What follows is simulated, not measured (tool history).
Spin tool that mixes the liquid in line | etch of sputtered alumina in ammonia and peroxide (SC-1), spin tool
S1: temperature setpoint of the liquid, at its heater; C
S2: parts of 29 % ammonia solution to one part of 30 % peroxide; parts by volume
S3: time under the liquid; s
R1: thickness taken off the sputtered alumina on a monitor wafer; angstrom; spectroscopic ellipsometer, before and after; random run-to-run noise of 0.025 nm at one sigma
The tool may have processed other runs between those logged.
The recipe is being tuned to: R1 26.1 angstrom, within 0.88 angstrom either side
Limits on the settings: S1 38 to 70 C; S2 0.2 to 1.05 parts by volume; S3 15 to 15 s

| run | hour | S1 | S2 | S3 | R1 |
|---|---|---|---|---|---|
| 1 | 0 | 54 | 0.55 | 15 | 12.899 |
| 2 | 1.4 | 58 | 0.55 | 15 | 15.982 |
| 3 | 9.2 | 60.5 | 0.55 | 15 | 18.068 |
| 4 | 15.2 | 60.5 | 0.55 | 15 | 17.974 |
| 5 | 22.2 | 60.5 | 0.55 | 15 | 17.871 |
| 6 | 30.4 | 60.5 | 0.45 | 15 | 17.445 |
| 7 | 33.2 | 63 | 0.45 | 15 | 20.255 |
| 8 | 41.1 | 64.5 | 0.45 | 15 | 22.057 |
| 9 | 47.8 | 65.5 | 0.45 | 15 | 23.026 |
| 10 | 56 | 66 | 0.45 | 15 | 23.238 |
| 11 | 63.7 | 66.5 | 0.45 | 15 | 24.503 |
| 12 | 72.5 | 67 | 0.45 | 15 | 24.83 |
| 13 | 74.2 | 67.5 | 0.45 | 15 | 24.854 |

Exactly one of the 4 candidate moves below puts every result within its allowed miss. Which one?
| A | 75.9 | 66 | 0.5 | 15 | ? |
| B | 75.9 | 66.5 | 0.45 | 15 | ? |
| C | 75.9 | 68.5 | 0.45 | 15 | ? |
| D | 75.9 | 66 | 0.45 | 15 | ? |

| move | R1 |
|---|---|
| A | 24.034 |
| B | 24.389 |
| C | 26.89 |
| D | 23.796 |
A: lands further from the targets than the last run did
B: lands further from the targets than the last run did
C: every result lands within tolerance
D: lands further from the targets than the last run did
The right move is C.

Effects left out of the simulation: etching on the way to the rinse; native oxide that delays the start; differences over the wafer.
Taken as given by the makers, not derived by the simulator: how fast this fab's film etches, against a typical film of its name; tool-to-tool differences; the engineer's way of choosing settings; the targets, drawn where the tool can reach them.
